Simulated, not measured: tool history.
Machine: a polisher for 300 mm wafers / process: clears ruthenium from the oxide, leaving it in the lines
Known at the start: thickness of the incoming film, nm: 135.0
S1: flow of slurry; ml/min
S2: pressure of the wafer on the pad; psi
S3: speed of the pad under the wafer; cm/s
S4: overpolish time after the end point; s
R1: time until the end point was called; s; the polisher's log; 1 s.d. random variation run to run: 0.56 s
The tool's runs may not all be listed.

{"run": 1, "hour": 0.0, "S1": 175, "S2": 2.5, "S3": 124, "S4": 20, "R1": 95.798}
{"run": 2, "hour": 5.1, "S1": 175, "S2": 2.5, "S3": 142, "S4": 20, "R1": 85.352}
{"run": 3, "hour": 9.1, "S1": 195, "S2": 2.5, "S3": 142, "S4": 20, "R1": 84.248}
{"run": 4, "hour": 13.4, "S1": 180, "S2": 2.5, "S3": 142, "S4": 20, "R1": 86.287}
{"run": 5, "hour": 20.9, "S1": 210, "S2": 2.5, "S3": 142, "S4": 20, "R1": 83.891}
{"run": 6, "hour": 22.2, "S1": 210, "S2": 2.5, "S3": 142, "S4": 22, "R1": 83.801}
{"run": 7, "hour": 24.2, "S1": 210, "S2": 2.8, "S3": 142, "S4": 22, "R1": 74.554}
{"run": 8, "hour": 26.1, "S1": 210, "S2": 3, "S3": 142, "S4": 22, "R1": 70.743}
{"run": 9, "hour": 27.9, "S1": 210, "S2": 3.2, "S3": 142, "S4": 22, "R1": 66.754}
{"run": 10, "hour": 33.2, "S1": 210, "S2": 3.3, "S3": 142, "S4": 22, "R1": 63.881}
{"run": 11, "hour": 40.0, "S1": 210, "S2": 3.4, "S3": 142, "S4": 22, "R1": 60.831}

For run 12, what comes out?
{"run": 12, "hour": 40.8, "S1": 210, "S2": 3.5, "S3": 142, "S4": 22, "R1": "?"}

Run 12 produced R1 60.151 s.
